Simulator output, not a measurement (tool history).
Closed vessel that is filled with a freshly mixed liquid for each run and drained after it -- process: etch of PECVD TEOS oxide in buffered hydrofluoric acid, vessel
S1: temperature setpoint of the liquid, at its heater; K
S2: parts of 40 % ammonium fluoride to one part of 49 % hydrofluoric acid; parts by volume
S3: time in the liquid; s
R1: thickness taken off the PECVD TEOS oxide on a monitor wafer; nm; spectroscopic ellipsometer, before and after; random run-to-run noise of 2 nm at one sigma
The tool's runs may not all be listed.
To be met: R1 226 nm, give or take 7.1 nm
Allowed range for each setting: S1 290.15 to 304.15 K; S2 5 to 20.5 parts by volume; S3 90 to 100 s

run	hour	S1	S2	S3	R1
1	0	296.15	12.5	90	195.93
2	2.5	296.15	12.5	100	217.24
3	11.5	296.15	10.5	100	256.02
4	17.6	299.65	10.5	100	307.73
5	18.5	299.65	10.5	100	315.47
6	24.2	299.65	12	100	273.46
7	31.8	298.65	12	100	256.38
8	39.1	298.15	12	100	251.65
9	43	297.65	12	100	241.86
10	51.6	297.15	12	100	235.06
11	60.5	297.15	12	100	238.67

4 next moves are on the table. One of them brings every result within its allowed miss. Which?
A	69.4	297.15	12	95	?
B	69.4	296.15	10	95	?
C	69.4	293.65	8.5	90	?
D	69.4	298.65	12	100	?

move	R1
A	225.5
B	255.02
C	239.22
D	257.51
A: all results in spec
B: misses by more than the last run did
C: just as far off the targets as the last run
D: misses by more than the last run did
A is the move that brings every result within its allowed miss.

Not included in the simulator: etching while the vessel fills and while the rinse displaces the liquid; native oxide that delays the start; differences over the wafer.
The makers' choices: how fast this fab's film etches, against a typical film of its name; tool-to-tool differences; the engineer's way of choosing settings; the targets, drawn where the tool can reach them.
